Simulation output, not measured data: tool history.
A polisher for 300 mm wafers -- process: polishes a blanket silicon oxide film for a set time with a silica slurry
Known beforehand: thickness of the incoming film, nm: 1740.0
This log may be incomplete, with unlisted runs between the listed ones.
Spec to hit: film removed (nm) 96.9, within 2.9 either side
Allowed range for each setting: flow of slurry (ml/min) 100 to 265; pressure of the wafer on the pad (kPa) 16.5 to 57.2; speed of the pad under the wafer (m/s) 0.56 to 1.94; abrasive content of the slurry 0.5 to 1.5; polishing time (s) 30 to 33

run	hour	flow of slurry (ml/min)	pressure of the wafer on the pad (kPa)	speed of the pad under the wafer (m/s)	abrasive content of the slurry	polishing time (s)	film removed (nm)
1	0	170	36.5	1.24	1	33	169.66
2	4.1	170	36.5	1.24	1	33	170.83
3	9.6	145	36.5	1.24	1	33	166.91
4	15	145	34.5	1.24	1	33	157.18
5	20.9	145	34.5	1.46	1	33	178.39
6	27	145	32.4	1.44	1	33	165.33
7	34.4	145	30.3	1.42	1	33	156.8
8	39.5	145	29	1.4	1	33	145.36
9	47.7	145	27.6	1.4	1	33	139.38
10	55.3	145	26.2	1.4	1	33	132.49
11	59.2	145	25.5	1.4	1	33	129.18
12	63.5	130	16.5	1.36	1	33	82.43

Next run, 5 choices. One meets every target within its allowed miss, the rest don't. Which?
A	67.8	130	20	1.38	1	30	?
B	67.8	105	22.1	1.3	1	31	?
C	67.8	115	16.5	1.72	1.05	30	?
D	67.8	150	18.6	1.5	1.15	33	?
E	67.8	140	18.6	1.34	1	33	?

move	film removed (nm)
A	90.581
B	95.806
C	89.519
D	105.78
E	91.937
A: closes in on the targets versus the last run, not all within tolerance yet
B: in spec on every target
C: closes in on the targets versus the last run, not all within tolerance yet
D: takes the biggest miss from the last run beyond its target
E: closes in on the targets versus the last run, not all within tolerance yet
The right move is B.
